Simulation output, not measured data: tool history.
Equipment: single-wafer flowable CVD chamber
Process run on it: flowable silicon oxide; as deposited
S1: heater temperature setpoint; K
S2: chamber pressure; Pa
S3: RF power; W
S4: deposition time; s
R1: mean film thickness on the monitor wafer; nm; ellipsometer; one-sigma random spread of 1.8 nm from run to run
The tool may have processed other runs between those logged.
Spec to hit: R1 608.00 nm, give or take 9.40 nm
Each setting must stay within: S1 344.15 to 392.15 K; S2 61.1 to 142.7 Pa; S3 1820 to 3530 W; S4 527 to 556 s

| run | hour | S1 | S2 | S3 | S4 | R1 |
|---|---|---|---|---|---|---|
| 1 | 0.0 | 368.15 | 101.9 | 2675 | 556 | 392.17 |
| 2 | 4.0 | 363.15 | 101.9 | 2675 | 556 | 472.80 |
| 3 | 8.8 | 371.15 | 101.9 | 2675 | 556 | 352.03 |
| 4 | 12.4 | 366.15 | 101.9 | 2675 | 556 | 424.20 |
| 5 | 15.5 | 376.15 | 101.9 | 2675 | 556 | 291.78 |
| 6 | 23.6 | 369.15 | 102.0 | 2675 | 556 | 379.57 |
| 7 | 29.6 | 365.15 | 102.0 | 2675 | 556 | 441.82 |
| 8 | 35.7 | 362.15 | 102.0 | 2675 | 556 | 491.07 |
| 9 | 39.0 | 360.15 | 102.0 | 2675 | 556 | 528.18 |
| 10 | 43.2 | 359.15 | 102.0 | 2675 | 556 | 544.48 |
| 11 | 48.7 | 358.15 | 102.0 | 2675 | 556 | 561.95 |
| 12 | 57.5 | 357.15 | 102.0 | 2675 | 556 | 582.54 |

Consider the 5 candidate settings below. Which is the only one whose results all fall within their allowed miss of target?
| A | 66.3 | 355.15 | 103.9 | 3025 | 540 | ? |
| B | 66.3 | 359.15 | 114.3 | 2720 | 541 | ? |
| C | 66.3 | 355.15 | 106.8 | 2195 | 556 | ? |
| D | 66.3 | 360.15 | 111.2 | 2495 | 534 | ? |
| E | 66.3 | 356.15 | 103.9 | 2765 | 549 | ? |

| move | R1 |
|---|---|
| A | 626.56 |
| B | 592.93 |
| C | 629.02 |
| D | 543.47 |
| E | 608.74 |
A: moves the result that the last run missed by most past its target, out the other side
B: better than the last run, though not everything is in spec
C: moves the result that the last run missed by most past its target, out the other side
D: misses by more than the last run did
E: meets every target
Move E is the one to make.

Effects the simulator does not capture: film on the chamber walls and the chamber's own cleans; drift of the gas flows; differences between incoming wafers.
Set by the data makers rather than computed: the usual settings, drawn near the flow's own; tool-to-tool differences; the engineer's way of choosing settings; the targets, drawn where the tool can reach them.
